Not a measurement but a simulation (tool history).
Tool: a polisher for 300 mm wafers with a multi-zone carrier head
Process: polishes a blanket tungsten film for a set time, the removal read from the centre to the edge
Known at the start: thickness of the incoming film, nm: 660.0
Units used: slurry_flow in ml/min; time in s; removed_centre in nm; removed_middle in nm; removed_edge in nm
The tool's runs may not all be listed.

Run 1, hour 0: slurry_flow 265 ml/min, centre_zone 1, middle_zone 1, edge_zone 1, slurry_solids 1, time 50 s. Result: removed_centre 185.47 nm, removed_middle 187.42 nm, removed_edge 186.97 nm.
Run 2, hour 7.1: slurry_flow 250 ml/min, centre_zone 0.95, middle_zone 0.94, edge_zone 1.01, slurry_solids 0.85, time 45 s. Result: removed_centre 150.63 nm, removed_middle 153.08 nm, removed_edge 165.32 nm.
Run 3, hour 12.5: slurry_flow 250 ml/min, centre_zone 0.95, middle_zone 0.91, edge_zone 1.01, slurry_solids 0.85, time 45 s. Result: removed_centre 151.62 nm, removed_middle 150.16 nm, removed_edge 164.24 nm.
Run 4, hour 15: slurry_flow 250 ml/min, centre_zone 0.89, middle_zone 0.91, edge_zone 1.01, slurry_solids 0.85, time 45 s. Result: removed_centre 142.7 nm, removed_middle 147.26 nm, removed_edge 163.25 nm.
Run 5, hour 16.5: slurry_flow 240 ml/min, centre_zone 0.87, middle_zone 0.88, edge_zone 1, slurry_solids 0.75, time 42 s. Result: removed_centre 124.77 nm, removed_middle 126.05 nm, removed_edge 145.82 nm.
Run 6, hour 23.7: slurry_flow 240 ml/min, centre_zone 0.87, middle_zone 0.88, edge_zone 1, slurry_solids 0.75, time 38 s. Result: removed_centre 114.16 nm, removed_middle 118.93 nm, removed_edge 128.95 nm.

Run 7 is up next; what results do you expect?
Run 7, hour 31.1: slurry_flow 220 ml/min, centre_zone 0.85, middle_zone 0.86, edge_zone 1.01, slurry_solids 0.7, time 38 s. Result: removed_centre ?, removed_middle ?, removed_edge ?.

{"run 7": {"removed_centre": 107.24, "removed_middle": 108.02, "removed_edge": 125.79}}

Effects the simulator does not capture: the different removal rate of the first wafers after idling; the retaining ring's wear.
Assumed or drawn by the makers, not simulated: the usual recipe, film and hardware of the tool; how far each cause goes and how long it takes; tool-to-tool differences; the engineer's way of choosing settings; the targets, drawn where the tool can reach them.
